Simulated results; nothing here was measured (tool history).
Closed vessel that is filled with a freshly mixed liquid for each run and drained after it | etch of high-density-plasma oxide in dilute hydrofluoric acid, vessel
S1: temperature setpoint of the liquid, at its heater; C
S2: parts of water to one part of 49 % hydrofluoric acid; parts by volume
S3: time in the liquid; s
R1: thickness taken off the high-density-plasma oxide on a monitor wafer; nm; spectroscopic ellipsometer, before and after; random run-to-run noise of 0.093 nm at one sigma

run 1 day=0.000 | S1=23.0 S2=140 S3=620 | R1=18.901
run 2 day=0.392 | S1=23.0 S2=140 S3=620 | R1=18.998
run 3 day=0.567 | S1=23.0 S2=140 S3=670 | R1=20.205
run 4 day=0.717 | S1=22.5 S2=150 S3=670 | R1=18.091
run 5 day=0.846 | S1=22.5 S2=125 S3=670 | R1=22.668
run 6 day=1.192 | S1=24.5 S2=125 S3=670 | R1=24.503
run 7 day=1.496 | S1=24.5 S2=125 S3=670 | R1=24.418
run 8 day=1.600 | S1=23.5 S2=135 S3=670 | R1=21.828

Estimate the outcome of run 9 from the log above:
run 9 day=1.962 | S1=23.0 S2=145 S3=670 | R1=?

Run 9 yielded R1 19.287 nm.
